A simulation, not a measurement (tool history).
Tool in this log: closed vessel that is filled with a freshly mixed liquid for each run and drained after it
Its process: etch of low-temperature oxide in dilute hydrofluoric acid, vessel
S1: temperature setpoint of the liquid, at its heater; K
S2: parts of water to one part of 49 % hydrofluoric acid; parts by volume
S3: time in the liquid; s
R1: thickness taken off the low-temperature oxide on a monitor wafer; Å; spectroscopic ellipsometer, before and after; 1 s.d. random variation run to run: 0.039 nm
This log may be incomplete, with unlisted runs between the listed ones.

run    day      S1   S2  S3       R1
  1  0.000  297.15  115  30   78.622
  2  0.308  297.15  115  30   78.832
  3  0.629  296.15  115  30   75.101
  4  0.683  295.65  115  30   73.718
  5  0.717  293.65  115  30   67.405
  6  0.904  293.65   80  30  100.700
  7  1.100  293.15   85  30   92.391
  8  1.379  292.65   90  30   85.007

Predict the results of run 9:
  9  1.517  292.15  95  30   ?

{"run 9": {"R1": 79.26}}
